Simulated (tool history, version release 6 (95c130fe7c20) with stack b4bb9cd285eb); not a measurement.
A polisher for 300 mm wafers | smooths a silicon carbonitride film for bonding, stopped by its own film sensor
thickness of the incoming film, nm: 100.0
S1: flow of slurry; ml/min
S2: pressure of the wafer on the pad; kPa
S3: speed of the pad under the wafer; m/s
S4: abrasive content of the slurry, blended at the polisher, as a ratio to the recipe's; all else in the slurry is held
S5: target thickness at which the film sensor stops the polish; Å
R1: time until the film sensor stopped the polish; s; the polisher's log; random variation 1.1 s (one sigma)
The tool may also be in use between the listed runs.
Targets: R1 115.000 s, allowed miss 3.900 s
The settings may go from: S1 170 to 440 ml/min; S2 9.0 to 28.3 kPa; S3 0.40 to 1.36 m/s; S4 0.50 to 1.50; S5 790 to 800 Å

run,hour,S1,S2,S3,S4,S5,R1
1,0.0,280,18.6,0.88,1.00,800,73.035
2,5.0,280,18.6,0.88,1.10,800,70.593
3,12.5,280,15.9,0.88,1.10,800,81.924
4,15.9,280,15.9,0.88,1.10,790,87.904
5,22.2,280,15.9,1.06,1.10,790,75.760
6,25.5,280,15.9,1.06,1.10,790,75.565
7,32.9,280,15.9,1.06,1.10,790,74.787
8,34.2,280,13.8,1.04,1.10,790,87.160
9,41.8,280,9.0,1.02,1.10,790,135.310
10,50.2,280,9.7,1.02,1.10,790,123.390

5 next moves are on the table. One of them brings every result within its allowed miss. Which?
A,58.6,230,9.7,1.04,1.10,790,?
B,58.6,255,9.0,1.12,1.00,800,?
C,58.6,290,11.7,0.84,1.25,790,?
D,58.6,350,13.1,0.92,0.90,800,?
E,58.6,305,9.7,0.94,1.15,790,?

move,R1
A,124.700
B,124.520
C,113.470
D,104.680
E,128.880
A: further off than the last run
B: further off than the last run
C: meets every target
D: takes the result that was furthest off past its target
E: further off than the last run
Move C is the one to make.
